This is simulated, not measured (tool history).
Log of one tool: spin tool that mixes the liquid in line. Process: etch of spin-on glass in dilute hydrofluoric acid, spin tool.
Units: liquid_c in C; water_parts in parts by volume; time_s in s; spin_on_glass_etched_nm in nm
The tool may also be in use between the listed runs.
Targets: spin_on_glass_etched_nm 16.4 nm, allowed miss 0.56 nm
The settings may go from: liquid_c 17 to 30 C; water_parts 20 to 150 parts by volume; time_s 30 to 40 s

run    day  liquid_c  water_parts  time_s  spin_on_glass_etched_nm
  1      0        22           85      40                   8.7189
  2  0.125        22           85      30                   6.5825
  3  0.375      23.5           75      30                   7.9375
  4  0.688      23.5           50      30                   12.471
  5  0.896      24.5           45      30                   14.539
  6  1.033      24.5           45      40                   19.306
  7    1.2        24           45      40                    18.65
  8   1.35      23.5           45      40                   18.489
  9  1.696        23           45      40                   18.237
 10  1.775      22.5           45      40                   17.685
     2.042  -- hydrofluoric acid flow meter replaced
 11  2.042        22           45      40                   19.844
 12  2.321        22           45      40                   20.019
 13    2.4        23           45      40                   20.648
 14   2.65        24           45      40                   21.183

Which of these 5 next moves meets every target?
  A  2.9        23           45      30                        ?
  B  2.9      23.5           30      30                        ?
  C  2.9        26           55      35                        ?
  D  2.9        24           55      35                        ?
  E  2.9        24           25      30                        ?

move  spin_on_glass_etched_nm
   A                   15.643
   B                   24.438
   C                   16.661
   D                    15.36
   E                    30.15
A: takes the result that was furthest off past its target
B: further off than the last run
C: meets every target
D: takes the result that was furthest off past its target
E: further off than the last run
Answer: C

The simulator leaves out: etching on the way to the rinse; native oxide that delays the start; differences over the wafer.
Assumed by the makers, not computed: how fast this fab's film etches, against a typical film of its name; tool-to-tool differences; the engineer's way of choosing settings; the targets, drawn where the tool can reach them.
